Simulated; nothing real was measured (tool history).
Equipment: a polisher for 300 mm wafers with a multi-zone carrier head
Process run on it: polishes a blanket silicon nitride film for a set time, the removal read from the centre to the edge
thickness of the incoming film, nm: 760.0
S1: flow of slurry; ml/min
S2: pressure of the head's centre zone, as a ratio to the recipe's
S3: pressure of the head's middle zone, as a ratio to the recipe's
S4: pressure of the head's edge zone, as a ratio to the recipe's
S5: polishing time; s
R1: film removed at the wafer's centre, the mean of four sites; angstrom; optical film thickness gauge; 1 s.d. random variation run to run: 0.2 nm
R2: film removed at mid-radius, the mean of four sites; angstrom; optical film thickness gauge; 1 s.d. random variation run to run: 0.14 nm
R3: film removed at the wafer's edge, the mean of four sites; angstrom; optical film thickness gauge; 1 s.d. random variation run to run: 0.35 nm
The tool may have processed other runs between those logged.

Run 1, hour 0: S1 270 ml/min, S2 1, S3 1, S4 1, S5 31 s. Result: R1 406.91 angstrom, R2 384.5 angstrom, R3 399.44 angstrom.
Run 2, hour 6.3: S1 265 ml/min, S2 0.99, S3 0.97, S4 0.99, S5 29 s. Result: R1 379.45 angstrom, R2 356.39 angstrom, R3 373.13 angstrom.
Run 3, hour 8.6: S1 265 ml/min, S2 0.99, S3 0.94, S4 0.99, S5 29 s. Result: R1 371.48 angstrom, R2 344.14 angstrom, R3 367.15 angstrom.
Run 4, hour 9.4: S1 265 ml/min, S2 0.99, S3 0.94, S4 0.99, S5 23 s. Result: R1 289.41 angstrom, R2 270.83 angstrom, R3 296.2 angstrom.
Run 5, hour 12.2: S1 260 ml/min, S2 0.99, S3 0.92, S4 0.99, S5 22 s. Result: R1 278.06 angstrom, R2 256.59 angstrom, R3 281.85 angstrom.
Run 6, hour 18.6: S1 260 ml/min, S2 0.99, S3 0.92, S4 0.99, S5 18 s. Result: R1 232.66 angstrom, R2 208.92 angstrom, R3 233.13 angstrom.
Run 7, hour 21.8: S1 255 ml/min, S2 0.99, S3 0.91, S4 0.99, S5 18 s. Result: R1 228.87 angstrom, R2 205.8 angstrom, R3 229.55 angstrom.
Run 8, hour 28.9: S1 250 ml/min, S2 0.99, S3 0.9, S4 1, S5 18 s. Result: R1 230.77 angstrom, R2 204.85 angstrom, R3 227.95 angstrom.

Predict the results of run 9:
Run 9, hour 33.1: S1 250 ml/min, S2 0.98, S3 0.89, S4 1.01, S5 18 s. Result: R1 ?, R2 ?, R3 ?.

Run 9 yielded R1 226.71 angstrom, R2 202.07 angstrom, R3 225.7 angstrom.
